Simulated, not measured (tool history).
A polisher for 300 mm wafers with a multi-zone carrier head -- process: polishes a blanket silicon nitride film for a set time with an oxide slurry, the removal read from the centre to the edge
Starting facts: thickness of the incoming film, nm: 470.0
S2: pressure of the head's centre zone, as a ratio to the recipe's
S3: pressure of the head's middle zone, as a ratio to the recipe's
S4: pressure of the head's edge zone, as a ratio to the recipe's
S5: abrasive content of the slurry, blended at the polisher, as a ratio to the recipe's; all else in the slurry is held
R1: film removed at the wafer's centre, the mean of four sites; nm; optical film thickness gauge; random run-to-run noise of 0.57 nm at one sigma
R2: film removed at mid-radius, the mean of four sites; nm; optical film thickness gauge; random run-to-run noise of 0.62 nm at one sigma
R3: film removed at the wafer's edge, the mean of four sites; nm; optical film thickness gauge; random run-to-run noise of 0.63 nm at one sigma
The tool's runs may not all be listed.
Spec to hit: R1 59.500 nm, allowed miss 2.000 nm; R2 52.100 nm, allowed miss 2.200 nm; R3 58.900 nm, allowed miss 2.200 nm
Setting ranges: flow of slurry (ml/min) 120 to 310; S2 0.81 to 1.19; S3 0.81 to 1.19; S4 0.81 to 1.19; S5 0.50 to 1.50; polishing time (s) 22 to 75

Run 1, hour 0.0: flow of slurry (ml/min) 200, S2 1.00, S3 1.00, S4 1.00, S5 1.00, polishing time (s) 48. Result: R1 41.142 nm, R2 40.395 nm, R3 39.538 nm.
Run 2, hour 8.8: flow of slurry (ml/min) 205, S2 1.01, S3 0.98, S4 1.05, S5 1.15, polishing time (s) 49. Result: R1 46.633 nm, R2 44.207 nm, R3 44.687 nm.
Run 3, hour 10.2: flow of slurry (ml/min) 205, S2 0.96, S3 0.98, S4 1.05, S5 1.15, polishing time (s) 49. Result: R1 44.592 nm, R2 44.711 nm, R3 45.049 nm.
Run 4, hour 18.9: flow of slurry (ml/min) 210, S2 0.97, S3 0.96, S4 1.09, S5 1.25, polishing time (s) 49. Result: R1 48.049 nm, R2 45.235 nm, R3 48.361 nm.
Run 5, hour 26.7: flow of slurry (ml/min) 220, S2 0.98, S3 0.96, S4 1.12, S5 1.35, polishing time (s) 49. Result: R1 49.985 nm, R2 47.824 nm, R3 51.671 nm.
Run 6, hour 27.4: flow of slurry (ml/min) 265, S2 0.98, S3 0.96, S4 1.12, S5 1.35, polishing time (s) 49. Result: R1 51.603 nm, R2 48.307 nm, R3 52.430 nm.
Run 7, hour 36.2: flow of slurry (ml/min) 265, S2 1.00, S3 0.96, S4 1.13, S5 1.40, polishing time (s) 49. Result: R1 54.307 nm, R2 49.718 nm, R3 53.525 nm.
Run 8, hour 41.7: flow of slurry (ml/min) 265, S2 1.00, S3 0.95, S4 1.14, S5 1.45, polishing time (s) 49. Result: R1 54.650 nm, R2 49.253 nm, R3 54.796 nm.
Run 9, hour 45.1: flow of slurry (ml/min) 265, S2 1.01, S3 0.95, S4 1.15, S5 1.45, polishing time (s) 49. Result: R1 54.347 nm, R2 49.871 nm, R3 54.632 nm.
Run 10, hour 50.9: flow of slurry (ml/min) 270, S2 1.02, S3 0.94, S4 1.16, S5 1.45, polishing time (s) 50. Result: R1 55.480 nm, R2 49.836 nm, R3 56.304 nm.
Run 11, hour 57.9: flow of slurry (ml/min) 275, S2 1.03, S3 0.94, S4 1.16, S5 1.45, polishing time (s) 50. Result: R1 57.436 nm, R2 50.866 nm, R3 55.825 nm.
Run 12, hour 59.4: flow of slurry (ml/min) 280, S2 1.03, S3 0.94, S4 1.17, S5 1.45, polishing time (s) 50. Result: R1 58.485 nm, R2 50.791 nm, R3 56.586 nm.
Run 13, hour 63.8: flow of slurry (ml/min) 295, S2 1.01, S3 0.94, S4 1.19, S5 1.50, polishing time (s) 50. Result: R1 57.658 nm, R2 51.529 nm, R3 57.349 nm.

Next run, 4 choices. One meets every target within its allowed miss, the rest don't. Which?
Run A, hour 68.2: flow of slurry (ml/min) 240, S2 0.95, S3 0.96, S4 1.18, S5 1.45, polishing time (s) 51. Result: R1 ?, R2 ?, R3 ?.
Run B, hour 68.2: flow of slurry (ml/min) 310, S2 1.06, S3 0.90, S4 1.07, S5 1.50, polishing time (s) 49. Result: R1 ?, R2 ?, R3 ?.
Run C, hour 68.2: flow of slurry (ml/min) 310, S2 1.05, S3 0.98, S4 1.14, S5 1.50, polishing time (s) 48. Result: R1 ?, R2 ?, R3 ?.
Run D, hour 68.2: flow of slurry (ml/min) 310, S2 1.01, S3 0.91, S4 1.15, S5 1.20, polishing time (s) 57. Result: R1 ?, R2 ?, R3 ?.

move      R1      R2      R3
   A  53.174  50.633  57.089
   B  59.722  48.102  54.417
   C  57.980  50.594  54.807
   D  59.530  50.807  58.839
A: misses by more than the last run did
B: the worst result of the last run now meets its target, but another is out of spec
C: the worst result of the last run now meets its target, but another is out of spec
D: all results land within tolerance of their targets
Move D is the one to make.
